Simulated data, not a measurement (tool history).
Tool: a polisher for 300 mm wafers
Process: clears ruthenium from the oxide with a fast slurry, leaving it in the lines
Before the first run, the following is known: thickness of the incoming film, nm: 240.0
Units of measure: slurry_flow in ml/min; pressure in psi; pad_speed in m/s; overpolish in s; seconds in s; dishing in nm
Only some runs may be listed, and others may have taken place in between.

run	hour	slurry_flow	pressure	pad_speed	slurry_solids	overpolish	seconds	dishing
1	0.0	235	2.6	0.94	1.0	27	63.213	53.116
2	8.6	285	2.6	0.94	1.0	27	62.687	55.254
3	12.0	255	2.5	0.94	1.0	23	64.285	47.931
4	16.6	230	2.3	0.94	1.0	20	67.845	41.750
5	20.9	175	2.3	0.94	1.0	20	72.421	39.734
6	25.7	175	2.3	0.94	1.0	12	71.224	27.355
7	27.7	175	2.3	0.94	1.0	12	71.546	26.117
8	33.3	175	2.2	0.94	1.0	11	72.922	25.128
9	34.0	175	2.1	0.94	1.0	10	74.136	22.611

What does the tool deliver on the next run?
10	37.6	170	2.0	0.94	1.0	10	?	?

seconds: 76.823 s
dishing: 21.358 nm
